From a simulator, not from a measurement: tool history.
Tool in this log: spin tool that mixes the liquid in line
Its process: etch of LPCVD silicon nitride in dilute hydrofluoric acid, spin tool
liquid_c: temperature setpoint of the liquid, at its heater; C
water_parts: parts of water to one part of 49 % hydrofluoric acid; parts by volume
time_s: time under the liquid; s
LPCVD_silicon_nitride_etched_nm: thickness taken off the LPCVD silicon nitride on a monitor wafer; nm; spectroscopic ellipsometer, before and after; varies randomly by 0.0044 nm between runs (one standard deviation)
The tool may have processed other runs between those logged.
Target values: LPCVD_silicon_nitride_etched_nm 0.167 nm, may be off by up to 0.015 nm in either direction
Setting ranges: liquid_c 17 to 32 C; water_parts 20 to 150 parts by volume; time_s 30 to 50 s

run,hour,liquid_c,water_parts,time_s,LPCVD_silicon_nitride_etched_nm
1,0,24,85,50,0.28019
2,1,24,85,50,0.29595
3,4.1,23,90,50,0.25834
4,6.2,22.5,95,50,0.24055
5,8.5,22.5,95,50,0.23212
6,12.4,22.5,95,30,0.14357
7,14.3,23,95,30,0.15371
8,19.3,23.5,95,30,0.15282

4 candidate next runs follow, results not yet known. Just one meets every target within its allowed miss. Identify it.
A,24.3,22,145,45,?
B,24.3,23.5,110,30,?
C,24.3,25,120,30,?
D,24.3,27.5,125,35,?

move,LPCVD_silicon_nitride_etched_nm
A,0.12755
B,0.12319
C,0.12467
D,0.1639
A: lands further from the targets than the last run did
B: lands further from the targets than the last run did
C: lands further from the targets than the last run did
D: all results in spec
Move D is the one to make.
